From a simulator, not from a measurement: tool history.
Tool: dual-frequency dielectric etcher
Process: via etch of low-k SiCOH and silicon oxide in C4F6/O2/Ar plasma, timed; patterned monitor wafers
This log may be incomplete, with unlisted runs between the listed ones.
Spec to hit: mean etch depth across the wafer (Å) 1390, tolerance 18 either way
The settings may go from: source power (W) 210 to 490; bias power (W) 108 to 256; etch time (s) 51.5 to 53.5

| run | hour | source power (W) | bias power (W) | etch time (s) | mean etch depth across the wafer (Å) |
|---|---|---|---|---|---|
| 1 | 0 | 350 | 182 | 51.5 | 1193.9 |
| 2 | 2.2 | 350 | 155 | 51.5 | 1158.2 |
| 3 | 4.4 | 390 | 155 | 51.5 | 1220.5 |
| 4 | 5.6 | 430 | 155 | 51.5 | 1268.6 |
| 5 | 6.8 | 450 | 161 | 51.5 | 1310.4 |
| 6 | 8.3 | 450 | 130 | 51.5 | 1264.7 |
| 7 | 15.4 | 460 | 140 | 51.5 | 1285.2 |
| 8 | 16.6 | 470 | 149 | 51.5 | 1306.5 |
| 9 | 22.5 | 480 | 158 | 51.5 | 1322.1 |

Exactly one of the 4 candidate moves below puts every result within its allowed miss. Which one?
| A | 28.4 | 470 | 157 | 52.5 | ? |
| B | 28.4 | 490 | 158 | 51.5 | ? |
| C | 28.4 | 450 | 187 | 52 | ? |
| D | 28.4 | 490 | 164 | 53 | ? |

| move | mean etch depth across the wafer (Å) |
|---|---|
| A | 1348.4 |
| B | 1347.1 |
| C | 1349.3 |
| D | 1394.3 |
A: an improvement on the last run, though not all results are within tolerance
B: an improvement on the last run, though not all results are within tolerance
C: an improvement on the last run, though not all results are within tolerance
D: all results land within tolerance of their targets
Move D is the one to make.
